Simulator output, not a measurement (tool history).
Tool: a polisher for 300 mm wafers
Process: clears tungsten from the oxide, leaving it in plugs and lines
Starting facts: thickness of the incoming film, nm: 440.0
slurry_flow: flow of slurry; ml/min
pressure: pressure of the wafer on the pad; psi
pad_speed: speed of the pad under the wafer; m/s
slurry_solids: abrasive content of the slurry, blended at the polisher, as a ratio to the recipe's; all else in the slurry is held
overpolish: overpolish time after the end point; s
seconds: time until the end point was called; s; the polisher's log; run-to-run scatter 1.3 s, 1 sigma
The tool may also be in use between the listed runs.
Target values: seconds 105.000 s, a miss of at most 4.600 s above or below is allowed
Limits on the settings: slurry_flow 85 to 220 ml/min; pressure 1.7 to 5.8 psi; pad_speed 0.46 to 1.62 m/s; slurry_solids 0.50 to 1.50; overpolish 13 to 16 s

Run 1, hour 0.0: slurry_flow 140 ml/min, pressure 3.7 psi, pad_speed 1.04 m/s, slurry_solids 1.00, overpolish 16 s. Result: seconds 76.747 s.
Run 2, hour 8.6: slurry_flow 135 ml/min, pressure 3.4 psi, pad_speed 1.04 m/s, slurry_solids 1.00, overpolish 16 s. Result: seconds 82.488 s.
Run 3, hour 11.0: slurry_flow 135 ml/min, pressure 3.1 psi, pad_speed 1.04 m/s, slurry_solids 1.00, overpolish 16 s. Result: seconds 92.142 s.
Run 4, hour 14.2: slurry_flow 135 ml/min, pressure 2.2 psi, pad_speed 1.04 m/s, slurry_solids 1.00, overpolish 16 s. Result: seconds 126.800 s.
Run 5, hour 19.0: slurry_flow 170 ml/min, pressure 2.2 psi, pad_speed 1.04 m/s, slurry_solids 1.00, overpolish 16 s. Result: seconds 123.150 s.
Run 6, hour 24.3: slurry_flow 170 ml/min, pressure 3.1 psi, pad_speed 1.04 m/s, slurry_solids 1.00, overpolish 16 s. Result: seconds 87.573 s.
Run 7, hour 31.0: slurry_flow 165 ml/min, pressure 3.0 psi, pad_speed 1.04 m/s, slurry_solids 1.00, overpolish 16 s. Result: seconds 92.866 s.
Run 8, hour 32.5: slurry_flow 165 ml/min, pressure 2.9 psi, pad_speed 1.04 m/s, slurry_solids 1.00, overpolish 16 s. Result: seconds 94.976 s.
Run 9, hour 36.2: slurry_flow 160 ml/min, pressure 2.8 psi, pad_speed 1.04 m/s, slurry_solids 1.00, overpolish 16 s. Result: seconds 94.948 s.

Which single option among these 5 for the next run brings every result within its allowed miss of target? Just one does.
Run A, hour 39.9: slurry_flow 140 ml/min, pressure 2.5 psi, pad_speed 1.08 m/s, slurry_solids 1.10, overpolish 15 s. Result: seconds ?.
Run B, hour 39.9: slurry_flow 145 ml/min, pressure 2.0 psi, pad_speed 1.20 m/s, slurry_solids 1.10, overpolish 13 s. Result: seconds ?.
Run C, hour 39.9: slurry_flow 145 ml/min, pressure 3.0 psi, pad_speed 1.16 m/s, slurry_solids 1.00, overpolish 15 s. Result: seconds ?.
Run D, hour 39.9: slurry_flow 130 ml/min, pressure 1.7 psi, pad_speed 1.40 m/s, slurry_solids 1.15, overpolish 16 s. Result: seconds ?.
Run E, hour 39.9: slurry_flow 155 ml/min, pressure 1.9 psi, pad_speed 1.32 m/s, slurry_solids 1.10, overpolish 16 s. Result: seconds ?.

move  seconds
   A  107.270
   B  118.950
   C   84.878
   D  121.090
   E  112.400
A: all results in spec
B: the result that was furthest off in the last run now lies on the other side of its target
C: lands further from the targets than the last run did
D: the result that was furthest off in the last run now lies on the other side of its target
E: the result that was furthest off in the last run now lies on the other side of its target
Answer: A

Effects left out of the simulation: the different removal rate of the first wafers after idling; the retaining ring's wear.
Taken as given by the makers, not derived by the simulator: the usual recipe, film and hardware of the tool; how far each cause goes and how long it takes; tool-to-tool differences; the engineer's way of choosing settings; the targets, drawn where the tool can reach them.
